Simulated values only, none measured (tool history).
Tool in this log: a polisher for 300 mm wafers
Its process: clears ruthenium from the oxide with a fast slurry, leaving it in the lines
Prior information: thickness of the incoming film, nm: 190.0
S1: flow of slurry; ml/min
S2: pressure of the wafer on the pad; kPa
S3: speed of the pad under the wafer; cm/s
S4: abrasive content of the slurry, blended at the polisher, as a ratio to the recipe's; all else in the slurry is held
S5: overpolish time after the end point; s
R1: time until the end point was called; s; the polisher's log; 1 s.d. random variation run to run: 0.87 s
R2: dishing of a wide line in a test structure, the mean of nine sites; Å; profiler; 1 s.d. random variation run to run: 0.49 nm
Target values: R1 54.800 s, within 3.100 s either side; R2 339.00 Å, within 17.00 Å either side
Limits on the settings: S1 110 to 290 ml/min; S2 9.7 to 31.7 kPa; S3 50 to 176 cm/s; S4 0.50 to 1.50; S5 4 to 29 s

run 1 hour=0.0 | S1=185 S2=20.7 S3=112 S4=1.00 S5=15 | R1=45.958 R2=416.76
run 2 hour=2.3 | S1=185 S2=20.0 S3=112 S4=1.00 S5=15 | R1=46.304 R2=419.60
run 3 hour=10.2 | S1=185 S2=23.4 S3=112 S4=1.00 S5=15 | R1=40.009 R2=472.06
run 4 hour=16.2 | S1=185 S2=26.2 S3=112 S4=1.00 S5=15 | R1=36.455 R2=511.28
run 5 hour=18.1 | S1=185 S2=24.8 S3=112 S4=1.00 S5=15 | R1=38.134 R2=487.38
run 6 hour=21.8 | S1=185 S2=24.8 S3=112 S4=1.00 S5=21 | R1=38.636 R2=638.54
run 7 hour=26.0 | S1=185 S2=24.1 S3=112 S4=1.00 S5=20 | R1=39.170 R2=600.77
run 8 hour=26.6 | S1=185 S2=23.4 S3=112 S4=1.00 S5=19 | R1=39.445 R2=577.32
-- hour=28.7 slurry nozzle cleaned
run 9 hour=28.7 | S1=185 S2=22.8 S3=112 S4=1.00 S5=18 | R1=39.798 R2=556.28
run 10 hour=32.4 | S1=190 S2=17.2 S3=106 S4=1.00 S5=12 | R1=56.332 R2=293.28
run 11 hour=40.5 | S1=190 S2=17.2 S3=106 S4=1.00 S5=12 | R1=55.615 R2=300.84
run 12 hour=44.5 | S1=190 S2=17.2 S3=106 S4=1.00 S5=13 | R1=55.533 R2=313.67

Exercise: of the 4 proposed moves below, exactly one satisfies all targets within the stated allowed misses. Which move is it?
run A hour=48.5 | S1=205 S2=20.7 S3=84 S4=1.05 S5=12 | R1=? R2=?
run B hour=48.5 | S1=165 S2=15.2 S3=122 S4=1.00 S5=14 | R1=? R2=?
run C hour=48.5 | S1=185 S2=16.5 S3=112 S4=0.95 S5=12 | R1=? R2=?
run D hour=48.5 | S1=190 S2=19.3 S3=84 S4=0.85 S5=15 | R1=? R2=?

move=A R1=56.873 R2=290.06
move=B R1=56.797 R2=333.50
move=C R1=56.573 R2=291.45
move=D R1=65.299 R2=313.15
A: further off than the last run
B: meets every target
C: further off than the last run
D: further off than the last run
B is the move that brings every result within its allowed miss.
